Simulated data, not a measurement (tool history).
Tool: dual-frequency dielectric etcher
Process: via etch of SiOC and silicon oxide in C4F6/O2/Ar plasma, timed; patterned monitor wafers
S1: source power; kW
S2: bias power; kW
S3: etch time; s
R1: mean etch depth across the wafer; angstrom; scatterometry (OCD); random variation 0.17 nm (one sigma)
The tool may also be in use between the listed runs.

run    day    S1     S2    S3      R1
  1      0  0.35  0.186  42.5  455.54
  2  0.088  0.35  0.186  42.5  449.68
  3  0.425  0.35  0.203  42.5   461.8
  4  0.596  0.32  0.197  42.5  446.45
  5  0.904   0.3   0.19  42.5  431.54
  6  1.167  0.28  0.187  42.5  416.76
  7  1.196  0.27  0.186  42.5  414.39

Estimate the outcome of run 8 from the log above:
  8  1.408  0.26  0.185  42.5   ?

R1: 414.07 angstrom
